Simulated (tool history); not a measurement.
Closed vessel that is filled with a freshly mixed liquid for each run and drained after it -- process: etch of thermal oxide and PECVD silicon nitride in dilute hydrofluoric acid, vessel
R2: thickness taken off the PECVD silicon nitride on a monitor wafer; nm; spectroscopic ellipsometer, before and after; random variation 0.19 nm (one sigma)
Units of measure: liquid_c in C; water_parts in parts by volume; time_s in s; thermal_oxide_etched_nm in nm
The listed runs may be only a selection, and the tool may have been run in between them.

{"run": 1, "hour": 0.0, "liquid_c": 26, "water_parts": 175, "time_s": 1120, "thermal_oxide_etched_nm": 27.84, "R2": 28.723}
{"run": 2, "hour": 6.6, "liquid_c": 23, "water_parts": 175, "time_s": 1120, "thermal_oxide_etched_nm": 24.869, "R2": 23.378}
{"run": 3, "hour": 8.2, "liquid_c": 25, "water_parts": 175, "time_s": 1120, "thermal_oxide_etched_nm": 27.054, "R2": 26.586}
{"run": 4, "hour": 15.2, "liquid_c": 28.5, "water_parts": 175, "time_s": 1120, "thermal_oxide_etched_nm": 30.648, "R2": 33.503}
{"run": 5, "hour": 22.8, "liquid_c": 27.5, "water_parts": 175, "time_s": 1120, "thermal_oxide_etched_nm": 29.752, "R2": 30.964}
{"run": 6, "hour": 30.1, "liquid_c": 27.5, "water_parts": 175, "time_s": 1515, "thermal_oxide_etched_nm": 39.925, "R2": 42.354}
{"run": 7, "hour": 37.2, "liquid_c": 26, "water_parts": 185, "time_s": 1535, "thermal_oxide_etched_nm": 35.784, "R2": 37.293}
{"run": 8, "hour": 40.8, "liquid_c": 25, "water_parts": 195, "time_s": 1555, "thermal_oxide_etched_nm": 32.704, "R2": 33.068}

What will run 9 give?
{"hour": 41.9, "done": "thermometer replaced"}
{"run": 9, "hour": 41.9, "liquid_c": 24.5, "water_parts": 205, "time_s": 1565, "thermal_oxide_etched_nm": "?", "R2": "?"}

{"run 9": {"thermal_oxide_etched_nm": 32.361, "R2": 33.982}}
